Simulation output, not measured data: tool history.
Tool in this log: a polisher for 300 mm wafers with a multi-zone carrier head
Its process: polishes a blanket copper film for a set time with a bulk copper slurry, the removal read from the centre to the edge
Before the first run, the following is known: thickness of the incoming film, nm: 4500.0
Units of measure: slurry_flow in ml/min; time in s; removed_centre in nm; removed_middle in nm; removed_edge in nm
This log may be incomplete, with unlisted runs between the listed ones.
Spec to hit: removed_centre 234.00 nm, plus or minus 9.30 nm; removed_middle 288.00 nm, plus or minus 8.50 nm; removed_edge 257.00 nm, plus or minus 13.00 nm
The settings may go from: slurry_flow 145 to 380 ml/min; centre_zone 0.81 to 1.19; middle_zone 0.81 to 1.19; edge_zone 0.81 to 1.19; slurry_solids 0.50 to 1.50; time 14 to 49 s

run  hour  slurry_flow  centre_zone  middle_zone  edge_zone  slurry_solids  time  removed_centre  removed_middle  removed_edge
  1   0.0          245         1.00         1.00       1.00           1.00    31          213.71          228.49        217.16
  2   1.9          245         1.00         1.00       0.93           1.00    31          218.29          228.39        211.42
  3   3.0          305         1.00         1.00       0.93           1.00    31          222.09          235.47        219.27
  4   5.0          315         0.99         1.02       0.95           1.05    31          224.95          241.12        217.66
  5  10.4          315         0.99         1.02       0.95           0.90    31          216.90          234.12        211.04
  6  12.7          315         0.99         1.02       0.89           0.90    31          222.08          234.06        213.07
  7  18.7          310         0.96         1.02       0.90           1.00    32          218.80          245.92        215.14
  8  22.9          305         0.95         1.02       0.94           1.10    33          226.90          256.22        237.64
  9  29.8          330         0.94         1.12       0.99           1.25    33          228.31          279.65        249.61

Pick the move, out of 4, that brings all results within their allowed miss; only one does.
  A  36.7          350         0.89         1.04       1.07           1.25    33               ?               ?             ?
  B  36.7          325         0.87         1.12       1.05           1.25    33               ?               ?             ?
  C  36.7          300         0.92         1.11       1.05           1.40    34               ?               ?             ?
  D  36.7          285         0.95         1.06       1.11           0.95    35               ?               ?             ?

move  removed_centre  removed_middle  removed_edge
   A          223.05          267.59        251.17
   B          216.49          280.78        247.68
   C          237.81          289.77        257.89
   D          238.24          271.82        256.79
A: moves away from the targets compared with the last run
B: gets the furthest-off result to its target, but another result is out of tolerance
C: all results in spec
D: moves away from the targets compared with the last run
C is the move that brings every result within its allowed miss.
